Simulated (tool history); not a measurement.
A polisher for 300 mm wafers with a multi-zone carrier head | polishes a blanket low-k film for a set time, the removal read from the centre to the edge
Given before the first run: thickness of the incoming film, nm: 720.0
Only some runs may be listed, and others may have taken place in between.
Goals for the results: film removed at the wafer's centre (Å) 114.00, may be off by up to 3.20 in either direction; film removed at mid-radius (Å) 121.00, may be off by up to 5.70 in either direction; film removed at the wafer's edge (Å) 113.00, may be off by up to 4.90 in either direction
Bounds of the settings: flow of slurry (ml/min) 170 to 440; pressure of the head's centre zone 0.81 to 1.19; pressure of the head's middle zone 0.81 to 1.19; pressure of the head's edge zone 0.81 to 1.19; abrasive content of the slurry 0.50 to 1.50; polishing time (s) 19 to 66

run	hour	flow of slurry (ml/min)	pressure of the head's centre zone	pressure of the head's middle zone	pressure of the head's edge zone	abrasive content of the slurry	polishing time (s)	film removed at the wafer's centre (Å)	film removed at mid-radius (Å)	film removed at the wafer's edge (Å)
1	0.0	280	1.00	1.00	1.00	1.00	42	130.38	132.01	131.68
2	8.2	280	0.95	1.00	1.00	1.00	42	122.80	134.39	131.55
3	11.4	280	0.95	1.00	0.96	1.00	42	123.98	131.72	129.12
4	19.5	280	0.87	1.00	0.96	1.00	42	111.52	128.92	130.11
5	28.2	280	0.89	1.00	0.93	0.95	42	112.80	129.89	126.20
6	29.0	280	0.90	0.99	0.91	0.90	42	111.24	123.17	121.52
7	36.3	280	0.91	0.99	0.89	0.90	42	111.65	126.00	119.10
8	44.4	280	0.92	0.98	0.88	0.90	42	111.84	121.87	116.93
9	51.3	280	0.93	0.98	0.87	0.90	42	114.29	123.85	117.09

5 candidate next runs follow, results not yet known. Just one meets every target within its allowed miss. Identify it.
A	58.2	305	0.89	1.01	0.88	0.95	42	?	?	?
B	58.2	195	0.86	1.00	0.81	1.25	40	?	?	?
C	58.2	225	0.89	0.87	0.97	1.35	38	?	?	?
D	58.2	315	0.95	0.97	0.82	0.65	50	?	?	?
E	58.2	245	0.83	1.00	0.83	0.90	46	?	?	?

move	film removed at the wafer's centre (Å)	film removed at mid-radius (Å)	film removed at the wafer's edge (Å)
A	113.58	132.71	124.47
B	111.05	134.19	124.18
C	115.61	119.87	134.75
D	115.86	122.47	115.16
E	109.49	136.57	126.58
A: moves away from the targets compared with the last run
B: moves away from the targets compared with the last run
C: moves away from the targets compared with the last run
D: every result lands within tolerance
E: moves away from the targets compared with the last run
D is the move that brings every result within its allowed miss.
